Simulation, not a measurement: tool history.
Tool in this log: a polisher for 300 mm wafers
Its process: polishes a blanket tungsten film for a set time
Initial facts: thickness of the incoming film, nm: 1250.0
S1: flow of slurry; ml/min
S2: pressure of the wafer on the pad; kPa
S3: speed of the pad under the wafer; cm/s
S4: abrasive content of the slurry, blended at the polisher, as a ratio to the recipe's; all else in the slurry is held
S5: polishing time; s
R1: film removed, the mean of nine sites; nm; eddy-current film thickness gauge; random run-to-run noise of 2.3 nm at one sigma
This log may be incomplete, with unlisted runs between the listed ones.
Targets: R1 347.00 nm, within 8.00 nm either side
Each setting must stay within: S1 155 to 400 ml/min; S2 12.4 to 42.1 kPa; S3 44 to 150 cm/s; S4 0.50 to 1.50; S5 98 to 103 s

{"run": 1, "hour": 0.0, "S1": 255, "S2": 26.9, "S3": 96, "S4": 1.0, "S5": 98, "R1": 391.71}
{"run": 2, "hour": 0.6, "S1": 250, "S2": 26.2, "S3": 96, "S4": 1.0, "S5": 98, "R1": 379.36}
{"run": 3, "hour": 3.6, "S1": 210, "S2": 26.2, "S3": 96, "S4": 1.0, "S5": 98, "R1": 365.8}
{"run": 4, "hour": 7.7, "S1": 200, "S2": 26.2, "S3": 96, "S4": 1.0, "S5": 98, "R1": 367.95}
{"run": 5, "hour": 13.1, "S1": 200, "S2": 26.2, "S3": 96, "S4": 1.0, "S5": 103, "R1": 388.67}
{"hour": 19.3, "done": "worn pad replaced by a new one"}
{"run": 6, "hour": 19.3, "S1": 200, "S2": 26.2, "S3": 96, "S4": 1.15, "S5": 103, "R1": 450.21}
{"run": 7, "hour": 22.2, "S1": 195, "S2": 24.8, "S3": 96, "S4": 1.15, "S5": 103, "R1": 417.31}
{"run": 8, "hour": 25.3, "S1": 190, "S2": 24.1, "S3": 96, "S4": 1.15, "S5": 103, "R1": 410.88}
{"run": 9, "hour": 30.7, "S1": 185, "S2": 23.4, "S3": 96, "S4": 1.15, "S5": 103, "R1": 396.13}
{"run": 10, "hour": 37.2, "S1": 180, "S2": 22.8, "S3": 96, "S4": 1.15, "S5": 103, "R1": 386.81}
{"run": 11, "hour": 40.2, "S1": 180, "S2": 22.1, "S3": 96, "S4": 1.15, "S5": 103, "R1": 369.15}
{"run": 12, "hour": 47.6, "S1": 175, "S2": 21.4, "S3": 96, "S4": 1.15, "S5": 103, "R1": 360.45}

Below are 4 possible settings for the next run. Only one of them brings all results inside the allowed miss of their targets. Which is it?
{"run": "A", "hour": 55.0, "S1": 155, "S2": 20.0, "S3": 116, "S4": 1.15, "S5": 99, "R1": "?"}
{"run": "B", "hour": 55.0, "S1": 195, "S2": 22.1, "S3": 94, "S4": 1.1, "S5": 98, "R1": "?"}
{"run": "C", "hour": 55.0, "S1": 200, "S2": 18.6, "S3": 114, "S4": 1.35, "S5": 99, "R1": "?"}
{"run": "D", "hour": 55.0, "S1": 155, "S2": 23.4, "S3": 100, "S4": 1.0, "S5": 103, "R1": "?"}

move=A R1=385.87
move=B R1=352.47
move=C R1=386.43
move=D R1=390.18
A: misses by more than the last run did
B: each result inside its tolerance
C: misses by more than the last run did
D: misses by more than the last run did
Answer: B
